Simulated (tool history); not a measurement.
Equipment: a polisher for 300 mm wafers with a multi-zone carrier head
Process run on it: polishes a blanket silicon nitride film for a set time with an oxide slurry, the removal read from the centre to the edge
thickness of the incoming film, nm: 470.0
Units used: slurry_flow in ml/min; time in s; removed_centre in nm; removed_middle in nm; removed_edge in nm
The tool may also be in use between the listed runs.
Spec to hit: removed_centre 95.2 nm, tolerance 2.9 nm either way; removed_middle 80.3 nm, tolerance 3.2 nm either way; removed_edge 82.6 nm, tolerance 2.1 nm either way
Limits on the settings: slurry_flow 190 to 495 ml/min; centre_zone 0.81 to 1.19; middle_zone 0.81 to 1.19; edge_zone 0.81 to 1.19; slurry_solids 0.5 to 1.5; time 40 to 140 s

Run 1, hour 0: slurry_flow 320 ml/min, centre_zone 1, middle_zone 1, edge_zone 1, slurry_solids 1, time 90 s. Result: removed_centre 52.499 nm, removed_middle 51.981 nm, removed_edge 51.852 nm.
Run 2, hour 7.3: slurry_flow 395 ml/min, centre_zone 1, middle_zone 1, edge_zone 1, slurry_solids 1, time 90 s. Result: removed_centre 54.215 nm, removed_middle 53.033 nm, removed_edge 52.705 nm.
Run 3, hour 16: slurry_flow 395 ml/min, centre_zone 1, middle_zone 1, edge_zone 1, slurry_solids 0.85, time 90 s. Result: removed_centre 48.726 nm, removed_middle 48.586 nm, removed_edge 47.974 nm.
Run 4, hour 18.7: slurry_flow 395 ml/min, centre_zone 1, middle_zone 1, edge_zone 1, slurry_solids 0.85, time 106 s. Result: removed_centre 58.031 nm, removed_middle 56.606 nm, removed_edge 56.767 nm.
Run 5, hour 23.2: slurry_flow 395 ml/min, centre_zone 1.07, middle_zone 1, edge_zone 1, slurry_solids 0.85, time 106 s. Result: removed_centre 61.835 nm, removed_middle 58.003 nm, removed_edge 57.478 nm.
Run 6, hour 27.4: slurry_flow 395 ml/min, centre_zone 1.07, middle_zone 1, edge_zone 1, slurry_solids 0.75, time 106 s. Result: removed_centre 57.921 nm, removed_middle 52.531 nm, removed_edge 52.62 nm.
Run 7, hour 31.8: slurry_flow 400 ml/min, centre_zone 1.08, middle_zone 1, edge_zone 1, slurry_solids 0.8, time 106 s. Result: removed_centre 60.884 nm, removed_middle 55.461 nm, removed_edge 54.608 nm.
Run 8, hour 36.1: slurry_flow 400 ml/min, centre_zone 1.09, middle_zone 1, edge_zone 1.01, slurry_solids 0.85, time 106 s. Result: removed_centre 63.654 nm, removed_middle 56.979 nm, removed_edge 57.097 nm.
Run 9, hour 44.3: slurry_flow 400 ml/min, centre_zone 1.1, middle_zone 1.01, edge_zone 1.02, slurry_solids 0.9, time 106 s. Result: removed_centre 65.163 nm, removed_middle 59.226 nm, removed_edge 59.717 nm.
Run 10, hour 45.8: slurry_flow 405 ml/min, centre_zone 1.11, middle_zone 1.01, edge_zone 1.02, slurry_solids 0.95, time 106 s. Result: removed_centre 68.742 nm, removed_middle 60.751 nm, removed_edge 61.105 nm.
Run 11, hour 53.4: slurry_flow 405 ml/min, centre_zone 1.12, middle_zone 1.02, edge_zone 1.03, slurry_solids 1, time 106 s. Result: removed_centre 70.745 nm, removed_middle 63.148 nm, removed_edge 63.269 nm.
Run 12, hour 58.5: slurry_flow 405 ml/min, centre_zone 1.13, middle_zone 1.02, edge_zone 1.03, slurry_solids 1.05, time 106 s. Result: removed_centre 73.261 nm, removed_middle 65.301 nm, removed_edge 64.495 nm.
Run 13, hour 64.2: slurry_flow 405 ml/min, centre_zone 1.14, middle_zone 1.02, edge_zone 1.04, slurry_solids 1.1, time 106 s. Result: removed_centre 75.91 nm, removed_middle 67.354 nm, removed_edge 67.084 nm.
Run 14, hour 67.5: slurry_flow 405 ml/min, centre_zone 1.15, middle_zone 1.02, edge_zone 1.04, slurry_solids 1.15, time 106 s. Result: removed_centre 78.939 nm, removed_middle 67.87 nm, removed_edge 67.911 nm.
Run 15, hour 68.8: slurry_flow 405 ml/min, centre_zone 1.15, middle_zone 1.02, edge_zone 1.05, slurry_solids 1.2, time 106 s. Result: removed_centre 80.095 nm, removed_middle 69.427 nm, removed_edge 68.936 nm.
Run 16, hour 73.4: slurry_flow 405 ml/min, centre_zone 1.15, middle_zone 1.02, edge_zone 1.06, slurry_solids 1.25, time 106 s. Result: removed_centre 81.421 nm, removed_middle 70.857 nm, removed_edge 70.413 nm.

Of the 4 settings listed for the next run, only one would bring every result within its allowed miss of target. Which one?
Run A, hour 78: slurry_flow 340 ml/min, centre_zone 1.19, middle_zone 1.02, edge_zone 1.1, slurry_solids 1.35, time 117 s. Result: removed_centre ?, removed_middle ?, removed_edge ?.
Run B, hour 78: slurry_flow 480 ml/min, centre_zone 1.19, middle_zone 0.81, edge_zone 1.12, slurry_solids 1.3, time 112 s. Result: removed_centre ?, removed_middle ?, removed_edge ?.
Run C, hour 78: slurry_flow 360 ml/min, centre_zone 1.13, middle_zone 0.82, edge_zone 1.17, slurry_solids 1.2, time 119 s. Result: removed_centre ?, removed_middle ?, removed_edge ?.
Run D, hour 78: slurry_flow 375 ml/min, centre_zone 0.91, middle_zone 0.81, edge_zone 1.19, slurry_solids 0.85, time 135 s. Result: removed_centre ?, removed_middle ?, removed_edge ?.

move  removed_centre  removed_middle  removed_edge
   A          93.513          79.432        82.131
   B          90.368          63.314        79.808
   C          86.123          64.344        82.459
   D          65.927          60.707        79.145
A: each result inside its tolerance
B: gains on the last run, yet a result remains outside its allowed miss
C: brings the last run's worst result on target, with another outside its allowed miss
D: its largest miss is bigger than the last run's
Answer: A

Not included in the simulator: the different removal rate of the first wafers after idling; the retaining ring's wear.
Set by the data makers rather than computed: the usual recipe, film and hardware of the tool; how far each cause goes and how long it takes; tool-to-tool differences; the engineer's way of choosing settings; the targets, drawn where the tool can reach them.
